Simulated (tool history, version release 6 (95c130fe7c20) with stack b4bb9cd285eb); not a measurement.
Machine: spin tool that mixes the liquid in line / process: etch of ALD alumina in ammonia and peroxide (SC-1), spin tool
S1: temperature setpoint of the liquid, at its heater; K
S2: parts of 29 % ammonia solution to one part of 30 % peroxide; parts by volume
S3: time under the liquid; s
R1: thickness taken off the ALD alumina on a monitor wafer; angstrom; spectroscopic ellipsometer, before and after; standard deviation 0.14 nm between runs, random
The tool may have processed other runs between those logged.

run,hour,S1,S2,S3,R1
1,0,322.15,0.75,280,169.86
2,3.9,317.65,0.75,280,131.55
3,10.3,320.65,0.75,280,156.32
4,13,323.15,0.75,280,178.66
5,16.4,323.15,0.55,280,172.64
6,20.6,325.15,0.55,280,194.43
7,23.8,327.15,0.55,280,216.41
8,25.4,328.65,0.55,280,234.05
9,33.1,329.65,0.55,280,247.97
10,40,330.65,0.55,280,259.4
11,43,331.65,0.55,280,272.94
12,46.9,332.65,0.55,280,288.98
13,48.3,333.15,0.55,280,296.53
14,53.8,333.65,0.55,280,302.65
15,56,334.15,0.55,280,312.85
16,63.7,334.65,0.55,280,319.89

Run 17 comes next. What will it give?
17,69.5,335.15,0.55,280,?

{"run 17": {"R1": 326.77}}
